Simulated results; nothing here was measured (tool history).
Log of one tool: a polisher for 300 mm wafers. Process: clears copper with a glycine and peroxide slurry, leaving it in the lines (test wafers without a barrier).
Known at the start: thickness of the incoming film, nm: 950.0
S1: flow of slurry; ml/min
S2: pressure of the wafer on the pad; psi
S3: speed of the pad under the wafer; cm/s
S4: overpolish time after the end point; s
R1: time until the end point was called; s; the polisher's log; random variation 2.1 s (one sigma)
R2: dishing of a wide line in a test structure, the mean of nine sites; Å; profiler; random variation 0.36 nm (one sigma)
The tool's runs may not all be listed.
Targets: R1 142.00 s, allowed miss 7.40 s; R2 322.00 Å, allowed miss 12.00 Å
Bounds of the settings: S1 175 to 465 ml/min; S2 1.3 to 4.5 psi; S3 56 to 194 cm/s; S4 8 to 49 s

Run 1, hour 0.0: S1 295 ml/min, S2 2.9 psi, S3 124 cm/s, S4 25 s. Result: R1 122.66 s, R2 889.73 Å.
Run 2, hour 5.3: S1 295 ml/min, S2 2.9 psi, S3 96 cm/s, S4 25 s. Result: R1 155.29 s, R2 767.82 Å.
Run 3, hour 10.9: S1 275 ml/min, S2 2.5 psi, S3 106 cm/s, S4 20 s. Result: R1 162.71 s, R2 620.09 Å.
Run 4, hour 18.9: S1 275 ml/min, S2 2.5 psi, S3 118 cm/s, S4 20 s. Result: R1 146.32 s, R2 667.19 Å.
Run 5, hour 20.5: S1 250 ml/min, S2 2.2 psi, S3 124 cm/s, S4 17 s. Result: R1 158.69 s, R2 551.83 Å.
Run 6, hour 26.4: S1 250 ml/min, S2 2.2 psi, S3 114 cm/s, S4 17 s. Result: R1 171.40 s, R2 536.63 Å.
Run 7, hour 34.2: S1 230 ml/min, S2 2.0 psi, S3 126 cm/s, S4 15 s. Result: R1 172.88 s, R2 459.82 Å.
Run 8, hour 41.6: S1 215 ml/min, S2 1.8 psi, S3 142 cm/s, S4 13 s. Result: R1 171.70 s, R2 401.77 Å.
Run 9, hour 46.8: S1 205 ml/min, S2 1.7 psi, S3 154 cm/s, S4 12 s. Result: R1 171.90 s, R2 378.82 Å.
Run 10, hour 53.3: S1 195 ml/min, S2 1.7 psi, S3 164 cm/s, S4 11 s. Result: R1 161.37 s, R2 373.39 Å.
Run 11, hour 61.7: S1 190 ml/min, S2 1.7 psi, S3 172 cm/s, S4 10 s. Result: R1 159.08 s, R2 354.70 Å.
Run 12, hour 66.0: S1 175 ml/min, S2 1.5 psi, S3 194 cm/s, S4 8 s. Result: R1 157.94 s, R2 287.41 Å.
Run 13, hour 67.1: S1 190 ml/min, S2 1.6 psi, S3 194 cm/s, S4 8 s. Result: R1 146.49 s, R2 307.01 Å.
Run 14, hour 70.0: S1 195 ml/min, S2 1.6 psi, S3 194 cm/s, S4 8 s. Result: R1 147.85 s, R2 302.79 Å.
Run 15, hour 73.0: S1 195 ml/min, S2 1.6 psi, S3 192 cm/s, S4 8 s. Result: R1 148.13 s, R2 297.93 Å.
Run 16, hour 76.6: S1 195 ml/min, S2 1.8 psi, S3 192 cm/s, S4 10 s. Result: R1 135.54 s, R2 401.96 Å.

5 next moves are on the table. One of them brings every result within its allowed miss. Which?
Run A, hour 80.2: S1 200 ml/min, S2 1.7 psi, S3 194 cm/s, S4 8 s. Result: R1 ?, R2 ?.
Run B, hour 80.2: S1 210 ml/min, S2 2.0 psi, S3 174 cm/s, S4 14 s. Result: R1 ?, R2 ?.
Run C, hour 80.2: S1 175 ml/min, S2 1.6 psi, S3 194 cm/s, S4 14 s. Result: R1 ?, R2 ?.
Run D, hour 80.2: S1 180 ml/min, S2 1.8 psi, S3 194 cm/s, S4 11 s. Result: R1 ?, R2 ?.
Run E, hour 80.2: S1 195 ml/min, S2 1.8 psi, S3 190 cm/s, S4 9 s. Result: R1 ?, R2 ?.

move      R1      R2
   A  140.13  322.21
   B  132.85  537.92
   C  150.95  478.76
   D  135.90  432.74
   E  136.43  365.51
A: meets every target
B: further off than the last run
C: further off than the last run
D: further off than the last run
E: nearer than the last run, and not there yet
Answer: A
